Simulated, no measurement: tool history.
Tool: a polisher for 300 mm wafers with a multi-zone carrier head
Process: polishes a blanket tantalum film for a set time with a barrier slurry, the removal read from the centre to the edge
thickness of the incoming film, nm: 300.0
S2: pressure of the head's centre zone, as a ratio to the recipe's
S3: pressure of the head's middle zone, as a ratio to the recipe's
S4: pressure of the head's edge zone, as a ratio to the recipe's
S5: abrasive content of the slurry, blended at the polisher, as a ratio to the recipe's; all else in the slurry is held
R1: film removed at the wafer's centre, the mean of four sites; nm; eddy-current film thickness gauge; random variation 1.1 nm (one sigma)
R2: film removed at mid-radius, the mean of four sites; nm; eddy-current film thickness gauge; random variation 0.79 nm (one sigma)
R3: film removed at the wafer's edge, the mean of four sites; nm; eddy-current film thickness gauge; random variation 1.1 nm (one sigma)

run 1 hour=0 | flow_of_slurry_(ml/min)=315 S2=1 S3=1 S4=1 S5=1 polishing_time_(s)=57 | R1=103.91 R2=102.82 R3=105.53
run 2 hour=5.1 | flow_of_slurry_(ml/min)=320 S2=1.01 S3=1.01 S4=1.02 S5=1 polishing_time_(s)=57 | R1=105.53 R2=103.88 R3=106.98
run 3 hour=6.8 | flow_of_slurry_(ml/min)=320 S2=1.01 S3=1.08 S4=1.02 S5=1 polishing_time_(s)=57 | R1=104.87 R2=109.56 R3=106.92
run 4 hour=12.8 | flow_of_slurry_(ml/min)=320 S2=1.01 S3=1.08 S4=1.02 S5=0.85 polishing_time_(s)=57 | R1=101.22 R2=105.23 R3=102.43
run 5 hour=14.7 | flow_of_slurry_(ml/min)=320 S2=1.01 S3=1.08 S4=1.02 S5=0.65 polishing_time_(s)=57 | R1=94.566 R2=99.648 R3=95.422
run 6 hour=20.8 | flow_of_slurry_(ml/min)=320 S2=1.01 S3=1.08 S4=1.06 S5=0.65 polishing_time_(s)=57 | R1=94.547 R2=99.391 R3=96.637
run 7 hour=25.2 | flow_of_slurry_(ml/min)=325 S2=1.02 S3=1.09 S4=1.07 S5=0.7 polishing_time_(s)=57 | R1=98.381 R2=101.29 R3=100.03
run 8 hour=28.2 | flow_of_slurry_(ml/min)=330 S2=1.02 S3=1.1 S4=1.08 S5=0.75 polishing_time_(s)=57 | R1=98.461 R2=104.53 R3=101.17
run 9 hour=35 | flow_of_slurry_(ml/min)=330 S2=1.03 S3=1.1 S4=1.09 S5=0.8 polishing_time_(s)=57 | R1=101.75 R2=104.93 R3=104.17

The next listed run, before its measurement:
run 10 hour=35.9 | flow_of_slurry_(ml/min)=335 S2=1.04 S3=1.11 S4=1.1 S5=0.85 polishing_time_(s)=57 | R1=? R2=? R3=?

Run 10 gave R1 103.3 nm, R2 107.27 nm, R3 106.45 nm.

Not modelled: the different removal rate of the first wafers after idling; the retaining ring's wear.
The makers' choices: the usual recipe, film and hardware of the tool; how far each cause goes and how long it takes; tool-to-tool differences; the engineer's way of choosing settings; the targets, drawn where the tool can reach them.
